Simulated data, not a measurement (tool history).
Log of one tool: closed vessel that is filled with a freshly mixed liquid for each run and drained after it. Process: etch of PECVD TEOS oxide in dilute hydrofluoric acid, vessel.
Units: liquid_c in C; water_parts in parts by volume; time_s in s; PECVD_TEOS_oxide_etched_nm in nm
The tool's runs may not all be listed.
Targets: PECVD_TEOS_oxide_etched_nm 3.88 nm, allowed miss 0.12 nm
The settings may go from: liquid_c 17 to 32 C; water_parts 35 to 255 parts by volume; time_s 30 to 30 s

run,hour,liquid_c,water_parts,time_s,PECVD_TEOS_oxide_etched_nm
1,0,24,145,30,4.5607
2,2.8,23,145,30,4.275
3,7.6,22.5,145,30,4.3547
4,11.9,22.5,145,30,4.226
5,19,22,145,30,4.1172
# hour 21.4: hydrofluoric acid flow meter replaced
6,21.4,21.5,145,30,4.3828
7,29.8,21.5,150,30,4.2581
8,35.8,21.5,155,30,4.0029

Which of these 4 next moves meets every target?
A,41.8,19.5,140,30,?
B,41.8,20,155,30,?
C,41.8,22,155,30,?
D,41.8,17,130,30,?

move,PECVD_TEOS_oxide_etched_nm
A,4.2345
B,3.8416
C,4.1555
D,4.1597
A: further off than the last run
B: meets every target
C: further off than the last run
D: further off than the last run
The right move is B.
